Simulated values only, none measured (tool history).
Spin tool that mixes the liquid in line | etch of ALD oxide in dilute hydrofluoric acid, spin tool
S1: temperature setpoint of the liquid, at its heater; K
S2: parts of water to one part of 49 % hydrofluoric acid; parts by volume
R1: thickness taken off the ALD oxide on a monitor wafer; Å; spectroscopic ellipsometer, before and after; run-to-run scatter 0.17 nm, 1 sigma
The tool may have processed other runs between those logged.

Run 1, hour 0: S1 294.15 K, S2 200 parts by volume, time under the liquid (s) 320. Result: R1 215.78 Å.
Run 2, hour 7.8: S1 294.15 K, S2 200 parts by volume, time under the liquid (s) 340. Result: R1 230.11 Å.
Run 3, hour 12.8: S1 291.65 K, S2 200 parts by volume, time under the liquid (s) 340. Result: R1 210.55 Å.
Run 4, hour 19.5: S1 292.65 K, S2 200 parts by volume, time under the liquid (s) 340. Result: R1 217.75 Å.
Run 5, hour 21.5: S1 290.15 K, S2 200 parts by volume, time under the liquid (s) 340. Result: R1 197.22 Å.
Run 6, hour 27.1: S1 290.15 K, S2 200 parts by volume, time under the liquid (s) 340. Result: R1 198.7 Å.

Forecast run 7:
Run 7, hour 34.6: S1 291.65 K, S2 200 parts by volume, time under the liquid (s) 340. Result: R1 ?.

R1: 205.86 Å

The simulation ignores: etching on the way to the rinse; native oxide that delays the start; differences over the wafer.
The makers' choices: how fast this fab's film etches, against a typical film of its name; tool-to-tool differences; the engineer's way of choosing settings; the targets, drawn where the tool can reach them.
